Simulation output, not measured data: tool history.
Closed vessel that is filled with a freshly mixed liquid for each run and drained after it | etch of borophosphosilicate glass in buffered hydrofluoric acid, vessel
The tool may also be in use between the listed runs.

| run | hour | temperature setpoint of the liquid (°C) | parts of 40 % ammonium fluoride to one part of 49 % hydrofluoric acid (parts by volume) | time in the liquid (s) | thickness taken off the borophosphosilicate glass on a monitor wafer (Å) |
|---|---|---|---|---|---|
| 1 | 0 | 22 | 8 | 105 | 1806.9 |
| 2 | 9.2 | 22 | 8 | 110 | 1889.5 |
| 3 | 18.3 | 23 | 8 | 110 | 2010.2 |
| 4 | 25.1 | 20.5 | 8 | 110 | 1746.7 |
| 5 | 26 | 21.5 | 8 | 110 | 1824.4 |
| 6 | 32.3 | 21.5 | 6.5 | 110 | 2263.2 |
| 7 | 37.6 | 22 | 6.5 | 110 | 2374.3 |

The next listed run, before its measurement:
| 8 | 41.6 | 23 | 6.5 | 110 | ? |

Run 8 gave thickness taken off the borophosphosilicate glass on a monitor wafer (Å) 2462.6.

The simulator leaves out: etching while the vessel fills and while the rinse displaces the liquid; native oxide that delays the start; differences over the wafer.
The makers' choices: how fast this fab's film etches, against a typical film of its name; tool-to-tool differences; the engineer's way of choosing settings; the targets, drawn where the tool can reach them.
